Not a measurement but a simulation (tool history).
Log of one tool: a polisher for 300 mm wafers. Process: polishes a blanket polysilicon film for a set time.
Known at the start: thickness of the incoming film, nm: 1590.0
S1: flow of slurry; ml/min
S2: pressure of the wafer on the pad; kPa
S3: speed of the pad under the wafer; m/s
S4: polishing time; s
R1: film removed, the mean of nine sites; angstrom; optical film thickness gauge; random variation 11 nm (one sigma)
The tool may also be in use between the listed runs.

run 1 day=0 | S1=125 S2=13.8 S3=1 S4=95 | R1=5748.1
run 2 day=0.196 | S1=125 S2=13.8 S3=1.18 S4=95 | R1=6708.7
run 3 day=0.375 | S1=130 S2=14.5 S3=1.18 S4=95 | R1=7207.3
run 4 day=0.671 | S1=130 S2=14.5 S3=1.18 S4=95 | R1=7115.4
run 5 day=0.754 | S1=130 S2=14.5 S3=1.18 S4=95 | R1=7081.7
run 6 day=1.125 | S1=110 S2=14.5 S3=1.18 S4=95 | R1=6918.7
run 7 day=1.367 | S1=115 S2=15.2 S3=1.18 S4=95 | R1=7386.2
run 8 day=1.554 | S1=115 S2=15.2 S3=1.18 S4=95 | R1=7326

Run 9 comes next. What will it give?
run 9 day=1.904 | S1=120 S2=15.9 S3=1.18 S4=95 | R1=?

{"run 9": {"R1": 7784.6}}
